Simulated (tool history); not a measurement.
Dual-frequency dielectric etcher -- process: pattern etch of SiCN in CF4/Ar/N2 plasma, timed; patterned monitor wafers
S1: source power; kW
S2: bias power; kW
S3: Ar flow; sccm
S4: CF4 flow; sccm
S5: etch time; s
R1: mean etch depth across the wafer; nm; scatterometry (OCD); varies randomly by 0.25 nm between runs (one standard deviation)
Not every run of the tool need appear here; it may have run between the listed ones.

Run 1, day 0: S1 0.59 kW, S2 0.095 kW, S3 110 sccm, S4 63 sccm, S5 47 s. Result: R1 52.681 nm.
Run 2, day 0.096: S1 0.59 kW, S2 0.095 kW, S3 122 sccm, S4 63 sccm, S5 47 s. Result: R1 52.016 nm.
Run 3, day 0.467: S1 0.59 kW, S2 0.095 kW, S3 122 sccm, S4 63 sccm, S5 43.5 s. Result: R1 48.308 nm.
Run 4, day 0.704: S1 0.59 kW, S2 0.107 kW, S3 122 sccm, S4 63 sccm, S5 43.5 s. Result: R1 50.117 nm.
At day 0.858: CF4 flow controller replaced.
Run 5, day 0.858: S1 0.59 kW, S2 0.107 kW, S3 122 sccm, S4 63 sccm, S5 47 s. Result: R1 54.569 nm.
Run 6, day 0.988: S1 0.56 kW, S2 0.107 kW, S3 122 sccm, S4 63 sccm, S5 47 s. Result: R1 51.289 nm.
Run 7, day 1.162: S1 0.54 kW, S2 0.107 kW, S3 122 sccm, S4 63 sccm, S5 47 s. Result: R1 49.746 nm.
Run 8, day 1.388: S1 0.52 kW, S2 0.107 kW, S3 122 sccm, S4 63 sccm, S5 47 s. Result: R1 48.145 nm.
Run 9, day 1.592: S1 0.51 kW, S2 0.107 kW, S3 122 sccm, S4 63 sccm, S5 47 s. Result: R1 47.35 nm.

Run 10, settings as shown, results not yet in. Your forecast:
Run 10, day 1.788: S1 0.5 kW, S2 0.107 kW, S3 122 sccm, S4 63 sccm, S5 47 s. Result: R1 ?.

R1: 45.856 nm
